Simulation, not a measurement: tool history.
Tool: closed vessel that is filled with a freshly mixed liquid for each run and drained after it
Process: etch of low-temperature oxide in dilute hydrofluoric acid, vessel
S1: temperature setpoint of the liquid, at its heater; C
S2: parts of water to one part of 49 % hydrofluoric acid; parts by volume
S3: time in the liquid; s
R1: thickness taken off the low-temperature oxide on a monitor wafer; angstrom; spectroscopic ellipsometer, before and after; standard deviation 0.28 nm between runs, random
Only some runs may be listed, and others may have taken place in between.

{"run": 1, "hour": 0.0, "S1": 22.0, "S2": 185, "S3": 265, "R1": 394.95}
{"run": 2, "hour": 3.0, "S1": 24.5, "S2": 185, "S3": 265, "R1": 432.32}
{"run": 3, "hour": 5.7, "S1": 23.0, "S2": 185, "S3": 265, "R1": 412.97}
{"run": 4, "hour": 8.4, "S1": 22.0, "S2": 185, "S3": 265, "R1": 394.93}
{"run": 5, "hour": 13.2, "S1": 25.0, "S2": 185, "S3": 265, "R1": 444.84}
{"run": 6, "hour": 15.0, "S1": 23.5, "S2": 185, "S3": 265, "R1": 425.46}

Run 7 is up next; what results do you expect?
{"run": 7, "hour": 20.7, "S1": 22.5, "S2": 185, "S3": 265, "R1": "?"}

R1: 408.06 angstrom
